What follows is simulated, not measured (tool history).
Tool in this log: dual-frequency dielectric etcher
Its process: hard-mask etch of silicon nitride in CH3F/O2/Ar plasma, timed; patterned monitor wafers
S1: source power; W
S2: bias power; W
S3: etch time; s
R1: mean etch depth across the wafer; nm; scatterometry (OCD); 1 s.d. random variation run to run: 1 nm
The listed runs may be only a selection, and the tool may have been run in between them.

run,hour,S1,S2,S3,R1
1,0,310,84,208.5,146.51
2,7.8,330,84,208.5,150.6
3,11.4,330,84,217.5,158.17
4,18.9,340,84,217.5,162.46
5,25.7,340,84,217.5,161.38
6,28.7,340,84,208.5,154.87

What does the tool deliver on the next run?
7,31.1,350,84,208.5,?

Run 7 measured R1 157.88 nm.
